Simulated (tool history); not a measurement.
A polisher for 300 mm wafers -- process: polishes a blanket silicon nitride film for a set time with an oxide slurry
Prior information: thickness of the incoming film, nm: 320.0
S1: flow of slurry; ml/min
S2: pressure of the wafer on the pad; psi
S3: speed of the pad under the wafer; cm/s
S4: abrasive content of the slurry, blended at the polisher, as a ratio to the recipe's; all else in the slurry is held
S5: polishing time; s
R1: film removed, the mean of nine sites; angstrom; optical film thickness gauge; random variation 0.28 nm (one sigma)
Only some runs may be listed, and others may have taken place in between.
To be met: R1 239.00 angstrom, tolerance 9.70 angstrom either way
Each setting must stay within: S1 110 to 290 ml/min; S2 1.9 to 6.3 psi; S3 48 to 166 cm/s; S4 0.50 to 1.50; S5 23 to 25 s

run    day   S1   S2   S3    S4  S5      R1
  1  0.000  185  4.1  106  1.00  25  172.06
  2  0.108  185  4.1  106  1.00  23  158.96
  3  0.362  165  4.1  106  1.00  23  159.49
  4  0.700  165  4.1  106  1.00  23  157.20
  5  0.979  170  4.3  106  1.00  23  165.20
  6  1.271  170  4.5  106  1.00  23  170.38
  7  1.442  170  4.7  106  1.00  23  171.87
  8  1.804  170  4.9  108  1.00  23  183.54
  9  2.108  170  5.1  108  1.00  23  184.69
 10  2.408  170  5.2  110  1.00  23  193.90

Exercise: of the 5 proposed moves below, exactly one satisfies all targets within the stated allowed misses. Which move is it?
  A  2.708  190  5.6  122  1.15  25   ?
  B  2.708  175  6.0  114  1.20  25   ?
  C  2.708  145  6.3   90  1.45  25   ?
  D  2.708  160  5.7  126  1.10  25   ?
  E  2.708  210  5.4  130  1.00  25   ?

move      R1
   A  257.05
   B  258.53
   C  232.16
   D  257.06
   E  251.67
A: carries the result that was furthest off beyond its target, to the other side
B: carries the result that was furthest off beyond its target, to the other side
C: all results land within tolerance of their targets
D: carries the result that was furthest off beyond its target, to the other side
E: carries the result that was furthest off beyond its target, to the other side
Go with C: it meets all targets.
